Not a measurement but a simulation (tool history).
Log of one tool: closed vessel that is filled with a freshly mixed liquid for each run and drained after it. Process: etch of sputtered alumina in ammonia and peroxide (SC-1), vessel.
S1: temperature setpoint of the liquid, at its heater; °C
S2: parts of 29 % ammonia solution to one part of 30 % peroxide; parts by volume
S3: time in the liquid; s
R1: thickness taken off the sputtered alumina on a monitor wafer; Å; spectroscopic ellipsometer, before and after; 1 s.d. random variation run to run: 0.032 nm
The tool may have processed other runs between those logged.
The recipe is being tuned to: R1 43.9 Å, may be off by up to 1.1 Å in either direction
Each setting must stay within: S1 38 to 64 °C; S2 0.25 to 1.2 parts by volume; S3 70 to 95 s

run,hour,S1,S2,S3,R1
1,0,48,0.95,95,82.71
2,8.1,46.5,0.9,95,74.633
3,14.6,45.5,0.9,95,72.296
4,16.4,45.5,0.9,95,72.682
5,18.1,52,0.9,95,101.99
6,24.2,50,0.85,95,91.654
7,31,48.5,0.85,95,84.431
8,32.4,47,0.85,90,72.958
9,40.8,46,0.85,90,69.195
# hour 42.4: thermometer replaced
10,42.4,45,0.85,90,59.675
11,47.4,44.5,0.85,90,59.43
12,51.8,44,0.85,90,57.914
13,52.7,43.5,0.85,90,54.965

Consider the 5 candidate settings below. Which is the only one whose results all fall within their allowed miss of target?
A,53.6,51,0.7,70,?
B,53.6,45.5,0.9,95,?
C,53.6,44,1.15,95,?
D,53.6,45,0.7,80,?
E,53.6,42.5,0.45,80,?

move,R1
A,65.152
B,66.685
C,62.666
D,53.294
E,44.265
A: the biggest miss grows against the last run
B: the biggest miss grows against the last run
C: the biggest miss grows against the last run
D: closes in on the targets versus the last run, not all within tolerance yet
E: every result lands within tolerance
So the answer is move E, the one that meets all the targets.
